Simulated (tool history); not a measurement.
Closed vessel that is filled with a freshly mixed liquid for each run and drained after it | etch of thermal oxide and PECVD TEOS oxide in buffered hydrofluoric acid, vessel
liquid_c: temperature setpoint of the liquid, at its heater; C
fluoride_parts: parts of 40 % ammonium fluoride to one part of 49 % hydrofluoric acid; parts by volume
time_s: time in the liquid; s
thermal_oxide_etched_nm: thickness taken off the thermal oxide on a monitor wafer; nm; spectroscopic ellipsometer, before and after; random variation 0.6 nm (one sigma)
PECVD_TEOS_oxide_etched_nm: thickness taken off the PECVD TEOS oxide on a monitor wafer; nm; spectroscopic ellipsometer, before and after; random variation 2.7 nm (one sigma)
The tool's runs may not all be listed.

run	hour	liquid_c	fluoride_parts	time_s	thermal_oxide_etched_nm	PECVD_TEOS_oxide_etched_nm
1	0.0	25.0	10.5	60	69.944	212.09
2	7.0	25.0	8.5	60	82.738	248.56
3	11.3	25.5	8.5	60	84.291	260.49
4	18.5	25.5	6.0	60	120.590	369.44
5	26.5	24.0	6.0	60	111.980	341.76
6	31.6	26.5	6.0	60	127.980	390.93
7	36.4	24.5	6.0	60	114.240	352.91

Run 8 comes next. What will it give?
8	37.7	23.0	6.0	60	?	?

Run 8 gave thermal_oxide_etched_nm 103.700 nm, PECVD_TEOS_oxide_etched_nm 319.26 nm.
